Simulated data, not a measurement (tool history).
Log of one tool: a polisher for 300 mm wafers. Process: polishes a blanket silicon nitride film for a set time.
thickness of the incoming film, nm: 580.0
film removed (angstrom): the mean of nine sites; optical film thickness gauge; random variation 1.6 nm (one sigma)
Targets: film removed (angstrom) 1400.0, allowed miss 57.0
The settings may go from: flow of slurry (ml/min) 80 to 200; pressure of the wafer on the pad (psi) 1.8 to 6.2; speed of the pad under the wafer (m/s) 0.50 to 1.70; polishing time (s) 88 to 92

run  hour  flow of slurry (ml/min)  pressure of the wafer on the pad (psi)  speed of the pad under the wafer (m/s)  polishing time (s)  film removed (angstrom)
  1   0.0                      130                                     4.0                                    1.10                  88                   2211.3
  2   7.0                      130                                     4.0                                    0.86                  88                   1832.0
  3  14.5                      130                                     3.8                                    0.86                  88                   1721.5
  4  15.6                      130                                     3.7                                    0.86                  88                   1666.1
  5  17.4                      130                                     3.7                                    0.86                  88                   1699.0
  6  19.2                      130                                     3.6                                    0.86                  88                   1621.8
  7  20.5                      130                                     3.5                                    0.86                  88                   1628.1
  8  28.3                      130                                     3.4                                    0.86                  88                   1575.6

4 next moves are on the table. One of them brings every result within its allowed miss. Which?
  A  36.1                      115                                     3.5                                    0.86                  88                        ?
  B  36.1                      100                                     4.0                                    0.78                  89                        ?
  C  36.1                      125                                     4.6                                    0.52                  92                        ?
  D  36.1                      140                                     2.9                                    0.74                  89                        ?

move  film removed (angstrom)
   A                   1579.6
   B                   1583.8
   C                   1407.3
   D                   1279.2
A: as far off as the last run
B: as far off as the last run
C: meets every target
D: takes the result that was furthest off past its target
Answer: C

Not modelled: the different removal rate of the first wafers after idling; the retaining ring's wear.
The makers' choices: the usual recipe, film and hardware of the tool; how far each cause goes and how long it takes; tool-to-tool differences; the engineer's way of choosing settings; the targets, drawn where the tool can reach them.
